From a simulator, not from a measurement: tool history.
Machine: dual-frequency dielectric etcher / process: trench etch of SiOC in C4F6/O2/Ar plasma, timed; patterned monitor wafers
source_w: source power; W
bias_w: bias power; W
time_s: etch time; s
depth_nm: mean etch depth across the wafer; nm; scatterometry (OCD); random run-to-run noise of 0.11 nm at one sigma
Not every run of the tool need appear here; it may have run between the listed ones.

| run | hour | source_w | bias_w | time_s | depth_nm |
|---|---|---|---|---|---|
| 1 | 0 | 360 | 181 | 12.5 | 23.11 |
| 2 | 3.5 | 360 | 181 | 11.5 | 21.141 |
| 3 | 4.1 | 360 | 181 | 12.5 | 23.155 |
| 4 | 8 | 360 | 181 | 12.5 | 22.967 |
| 5 | 8.7 | 340 | 177 | 12.5 | 22.49 |
| 6 | 17.6 | 340 | 209 | 12.5 | 23.712 |
| 7 | 20.2 | 320 | 200 | 12.5 | 22.724 |

Forecast run 8:
| 8 | 27 | 300 | 195 | 12.5 | ? |

Run 8 measured depth_nm 21.99 nm.

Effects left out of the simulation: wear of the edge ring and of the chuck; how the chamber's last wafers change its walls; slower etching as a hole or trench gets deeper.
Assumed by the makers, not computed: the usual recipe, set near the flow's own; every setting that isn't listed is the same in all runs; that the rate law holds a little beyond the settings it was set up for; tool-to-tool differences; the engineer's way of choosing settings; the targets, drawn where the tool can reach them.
